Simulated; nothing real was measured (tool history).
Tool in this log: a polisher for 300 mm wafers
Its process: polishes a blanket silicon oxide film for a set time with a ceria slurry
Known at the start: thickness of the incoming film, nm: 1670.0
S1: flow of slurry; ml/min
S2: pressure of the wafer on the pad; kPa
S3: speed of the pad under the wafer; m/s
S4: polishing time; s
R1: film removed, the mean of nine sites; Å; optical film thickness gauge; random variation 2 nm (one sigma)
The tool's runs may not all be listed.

Run 1, hour 0: S1 170 ml/min, S2 24.1 kPa, S3 1.06 m/s, S4 44 s. Result: R1 2357.5 Å.
Run 2, hour 6.6: S1 170 ml/min, S2 24.1 kPa, S3 1.06 m/s, S4 47 s. Result: R1 2524.8 Å.
Run 3, hour 13.2: S1 170 ml/min, S2 24.1 kPa, S3 0.92 m/s, S4 47 s. Result: R1 2192.8 Å.
Run 4, hour 20.3: S1 170 ml/min, S2 23.4 kPa, S3 0.92 m/s, S4 47 s. Result: R1 2164.9 Å.
Run 5, hour 25.6: S1 195 ml/min, S2 23.4 kPa, S3 0.92 m/s, S4 47 s. Result: R1 2175.8 Å.
Run 6, hour 27.4: S1 195 ml/min, S2 23.4 kPa, S3 0.92 m/s, S4 47 s. Result: R1 2230.2 Å.
Run 7, hour 29: S1 190 ml/min, S2 23.4 kPa, S3 0.92 m/s, S4 47 s. Result: R1 2197.5 Å.
Run 8, hour 31.5: S1 185 ml/min, S2 22.8 kPa, S3 0.92 m/s, S4 47 s. Result: R1 2136.2 Å.

Run 9 is up next; what results do you expect?
Run 9, hour 38.2: S1 175 ml/min, S2 21.4 kPa, S3 0.92 m/s, S4 47 s. Result: R1 ?.

{"run 9": {"R1": 2042.1}}
